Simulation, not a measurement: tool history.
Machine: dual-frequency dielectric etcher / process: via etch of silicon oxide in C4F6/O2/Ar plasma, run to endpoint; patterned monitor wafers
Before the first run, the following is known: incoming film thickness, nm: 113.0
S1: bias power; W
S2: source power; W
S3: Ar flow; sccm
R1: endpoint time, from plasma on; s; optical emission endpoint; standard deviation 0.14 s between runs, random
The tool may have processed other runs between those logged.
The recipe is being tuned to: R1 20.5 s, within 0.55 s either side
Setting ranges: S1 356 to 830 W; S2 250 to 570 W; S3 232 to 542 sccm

run  hour   S1   S2   S3      R1
  1     0  593  410  387  23.259
  2   4.9  682  410  387  22.641
  3   5.6  761  410  387  21.869
  4  10.9  769  420  385  21.298
  5  13.2  676  420  385  22.558
  6  16.9  695  430  382  21.958
  7    24  695  430  382  21.973
  8  31.7  708  440  380  21.688
  9  35.8  720  440  379   21.78
 10  42.4  734  450  377  21.449
 11  45.2  744  450  376  21.326
 12  50.9  753  450  375  21.041

Below are 4 possible settings for the next run. Only one of them brings all results inside the allowed miss of their targets. Which is it?
  A  56.6  680  470  391   ?
  B  56.6  721  430  366   ?
  C  56.6  776  470  356   ?
  D  56.6  806  540  379   ?

move      R1
   A  21.375
   B  21.501
   C  20.367
   D  19.305
A: its largest miss is bigger than the last run's
B: its largest miss is bigger than the last run's
C: hits every target within its allowed miss
D: takes the result that was furthest off past its target
C is the move that brings every result within its allowed miss.

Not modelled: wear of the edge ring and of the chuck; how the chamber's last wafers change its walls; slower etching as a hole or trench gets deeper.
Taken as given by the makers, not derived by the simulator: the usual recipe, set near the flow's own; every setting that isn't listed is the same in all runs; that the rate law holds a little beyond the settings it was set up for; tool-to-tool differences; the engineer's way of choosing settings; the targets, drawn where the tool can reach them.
